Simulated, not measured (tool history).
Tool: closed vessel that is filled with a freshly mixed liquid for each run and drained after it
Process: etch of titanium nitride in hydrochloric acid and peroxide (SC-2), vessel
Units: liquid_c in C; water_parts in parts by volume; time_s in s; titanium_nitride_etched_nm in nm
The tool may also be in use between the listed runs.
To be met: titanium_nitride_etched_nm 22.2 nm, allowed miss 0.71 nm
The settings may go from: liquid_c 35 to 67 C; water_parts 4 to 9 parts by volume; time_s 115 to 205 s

Run 1, hour 0: liquid_c 51 C, water_parts 5 parts by volume, time_s 205 s. Result: titanium_nitride_etched_nm 13.731 nm.
Run 2, hour 5.8: liquid_c 53 C, water_parts 5 parts by volume, time_s 205 s. Result: titanium_nitride_etched_nm 15.7 nm.
Run 3, hour 11: liquid_c 54.5 C, water_parts 5 parts by volume, time_s 205 s. Result: titanium_nitride_etched_nm 17.414 nm.
Run 4, hour 17.3: liquid_c 55.5 C, water_parts 5 parts by volume, time_s 205 s. Result: titanium_nitride_etched_nm 18.517 nm.
Run 5, hour 21.5: liquid_c 56 C, water_parts 5 parts by volume, time_s 205 s. Result: titanium_nitride_etched_nm 19.077 nm.
Run 6, hour 24.4: liquid_c 56 C, water_parts 5 parts by volume, time_s 115 s. Result: titanium_nitride_etched_nm 10.69 nm.
Run 7, hour 26.3: liquid_c 58.5 C, water_parts 4.5 parts by volume, time_s 135 s. Result: titanium_nitride_etched_nm 15.745 nm.
Run 8, hour 31.1: liquid_c 60.5 C, water_parts 4.5 parts by volume, time_s 135 s. Result: titanium_nitride_etched_nm 17.913 nm.
Run 9, hour 34.3: liquid_c 62 C, water_parts 4.5 parts by volume, time_s 135 s. Result: titanium_nitride_etched_nm 19.889 nm.
Run 10, hour 41: liquid_c 62.5 C, water_parts 4.5 parts by volume, time_s 135 s. Result: titanium_nitride_etched_nm 20.393 nm.
Run 11, hour 42.5: liquid_c 63 C, water_parts 4.5 parts by volume, time_s 135 s. Result: titanium_nitride_etched_nm 20.874 nm.

4 next moves are on the table. One of them brings every result within its allowed miss. Which?
Run A, hour 44: liquid_c 57.5 C, water_parts 5 parts by volume, time_s 190 s. Result: titanium_nitride_etched_nm ?.
Run B, hour 44: liquid_c 57.5 C, water_parts 4 parts by volume, time_s 185 s. Result: titanium_nitride_etched_nm ?.
Run C, hour 44: liquid_c 65.5 C, water_parts 4.5 parts by volume, time_s 115 s. Result: titanium_nitride_etched_nm ?.
Run D, hour 44: liquid_c 54.5 C, water_parts 4 parts by volume, time_s 205 s. Result: titanium_nitride_etched_nm ?.

move  titanium_nitride_etched_nm
   A                      19.342
   B                      21.972
   C                      20.734
   D                      20.078
A: further off than the last run
B: meets every target
C: further off than the last run
D: further off than the last run
Answer: B
